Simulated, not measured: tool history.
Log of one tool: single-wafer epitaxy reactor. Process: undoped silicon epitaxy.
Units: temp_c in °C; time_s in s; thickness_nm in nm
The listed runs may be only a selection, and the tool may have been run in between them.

Run 1, hour 0: temp_c 630 °C, time_s 592 s. Result: thickness_nm 63.502 nm.
Run 2, hour 4.4: temp_c 630 °C, time_s 542 s. Result: thickness_nm 58.62 nm.
Run 3, hour 11.3: temp_c 630 °C, time_s 599 s. Result: thickness_nm 63.938 nm.
Run 4, hour 15.7: temp_c 634 °C, time_s 599 s. Result: thickness_nm 70.725 nm.
Run 5, hour 23.6: temp_c 634 °C, time_s 533 s. Result: thickness_nm 63.178 nm.
Run 6, hour 27.8: temp_c 627 °C, time_s 533 s. Result: thickness_nm 52.948 nm.
Run 7, hour 28.5: temp_c 632 °C, time_s 534 s. Result: thickness_nm 59.732 nm.
Run 8, hour 30.7: temp_c 636 °C, time_s 535 s. Result: thickness_nm 66.633 nm.
Run 9, hour 35.8: temp_c 636 °C, time_s 535 s. Result: thickness_nm 66.724 nm.
Run 10, hour 44.5: temp_c 638 °C, time_s 536 s. Result: thickness_nm 71.136 nm.

Run 11 is up next; what results do you expect?
Run 11, hour 48.5: temp_c 640 °C, time_s 536 s. Result: thickness_nm ?.

{"run 11": {"thickness_nm": 74.764}}

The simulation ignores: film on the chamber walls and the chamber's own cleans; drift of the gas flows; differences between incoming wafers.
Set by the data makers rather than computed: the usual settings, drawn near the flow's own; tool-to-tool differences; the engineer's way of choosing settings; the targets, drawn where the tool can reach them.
